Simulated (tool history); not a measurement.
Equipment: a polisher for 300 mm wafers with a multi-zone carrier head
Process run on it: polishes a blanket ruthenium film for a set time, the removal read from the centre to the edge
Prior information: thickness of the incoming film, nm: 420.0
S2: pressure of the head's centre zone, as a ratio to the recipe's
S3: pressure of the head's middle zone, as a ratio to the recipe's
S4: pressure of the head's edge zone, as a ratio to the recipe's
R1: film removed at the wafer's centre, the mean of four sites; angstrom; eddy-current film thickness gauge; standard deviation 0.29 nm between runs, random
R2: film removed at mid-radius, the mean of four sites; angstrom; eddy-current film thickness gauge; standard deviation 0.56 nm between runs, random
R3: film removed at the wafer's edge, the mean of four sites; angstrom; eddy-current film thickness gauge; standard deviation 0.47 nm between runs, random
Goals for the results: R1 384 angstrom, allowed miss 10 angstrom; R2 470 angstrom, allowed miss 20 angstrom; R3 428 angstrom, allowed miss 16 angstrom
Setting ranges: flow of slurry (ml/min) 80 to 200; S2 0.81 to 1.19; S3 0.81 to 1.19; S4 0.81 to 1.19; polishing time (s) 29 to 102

{"run": 1, "hour": 0.0, "flow of slurry (ml/min)": 130, "S2": 1, "S3": 1, "S4": 1, "polishing time (s)": 65, "R1": 451.22, "R2": 441.42, "R3": 457.49}
{"run": 2, "hour": 1.7, "flow of slurry (ml/min)": 130, "S2": 1, "S3": 1, "S4": 1, "polishing time (s)": 73, "R1": 503.19, "R2": 496.19, "R3": 504.15}
{"run": 3, "hour": 2.5, "flow of slurry (ml/min)": 145, "S2": 1, "S3": 1, "S4": 1, "polishing time (s)": 73, "R1": 516.5, "R2": 500.05, "R3": 525.09}
{"run": 4, "hour": 5.0, "flow of slurry (ml/min)": 130, "S2": 0.95, "S3": 1.01, "S4": 0.97, "polishing time (s)": 72, "R1": 470.96, "R2": 491.25, "R3": 489.69}
{"run": 5, "hour": 13.8, "flow of slurry (ml/min)": 130, "S2": 0.95, "S3": 1.07, "S4": 0.97, "polishing time (s)": 72, "R1": 478.84, "R2": 509.87, "R3": 501.94}
{"run": 6, "hour": 20.1, "flow of slurry (ml/min)": 100, "S2": 0.95, "S3": 1.07, "S4": 0.97, "polishing time (s)": 72, "R1": 439.89, "R2": 489.6, "R3": 467.91}
{"run": 7, "hour": 20.8, "flow of slurry (ml/min)": 95, "S2": 0.93, "S3": 1.07, "S4": 0.95, "polishing time (s)": 72, "R1": 424.76, "R2": 467.58, "R3": 467.22}
{"run": 8, "hour": 28.7, "flow of slurry (ml/min)": 95, "S2": 0.92, "S3": 1.11, "S4": 0.93, "polishing time (s)": 71, "R1": 414.13, "R2": 491.31, "R3": 465.19}
{"run": 9, "hour": 31.2, "flow of slurry (ml/min)": 90, "S2": 0.92, "S3": 1.12, "S4": 0.91, "polishing time (s)": 70, "R1": 396.83, "R2": 473.9, "R3": 441.69}
{"run": 10, "hour": 38.8, "flow of slurry (ml/min)": 90, "S2": 0.92, "S3": 1.13, "S4": 0.9, "polishing time (s)": 70, "R1": 397.3, "R2": 482.66, "R3": 442.99}
{"run": 11, "hour": 40.4, "flow of slurry (ml/min)": 90, "S2": 0.92, "S3": 1.13, "S4": 0.89, "polishing time (s)": 70, "R1": 400.13, "R2": 480.3, "R3": 444.03}
{"run": 12, "hour": 44.2, "flow of slurry (ml/min)": 90, "S2": 0.92, "S3": 1.13, "S4": 0.89, "polishing time (s)": 70, "R1": 400.62, "R2": 472.52, "R3": 436.02}
{"run": 13, "hour": 49.2, "flow of slurry (ml/min)": 80, "S2": 0.89, "S3": 1.14, "S4": 0.88, "polishing time (s)": 70, "R1": 370.3, "R2": 469.21, "R3": 429.04}

Which single option among these 4 for the next run brings every result within its allowed miss of target? Just one does.
{"run": "A", "hour": 54.2, "flow of slurry (ml/min)": 80, "S2": 0.83, "S3": 1.12, "S4": 0.9, "polishing time (s)": 71, "R1": "?", "R2": "?", "R3": "?"}
{"run": "B", "hour": 54.2, "flow of slurry (ml/min)": 80, "S2": 0.91, "S3": 1.03, "S4": 0.95, "polishing time (s)": 71, "R1": "?", "R2": "?", "R3": "?"}
{"run": "C", "hour": 54.2, "flow of slurry (ml/min)": 80, "S2": 0.87, "S3": 1.16, "S4": 0.95, "polishing time (s)": 70, "R1": "?", "R2": "?", "R3": "?"}
{"run": "D", "hour": 54.2, "flow of slurry (ml/min)": 110, "S2": 0.87, "S3": 1.1, "S4": 0.83, "polishing time (s)": 67, "R1": "?", "R2": "?", "R3": "?"}

move=A R1=346.91 R2=463.25 R3=437.38
move=B R1=380.42 R2=431.7 R3=444.72
move=C R1=358.75 R2=470.35 R3=437.71
move=D R1=379.39 R2=469.54 R3=428
A: the biggest miss grows against the last run
B: gets the furthest-off result to its target, but another result is out of tolerance
C: the biggest miss grows against the last run
D: all results in spec
D meets every target.

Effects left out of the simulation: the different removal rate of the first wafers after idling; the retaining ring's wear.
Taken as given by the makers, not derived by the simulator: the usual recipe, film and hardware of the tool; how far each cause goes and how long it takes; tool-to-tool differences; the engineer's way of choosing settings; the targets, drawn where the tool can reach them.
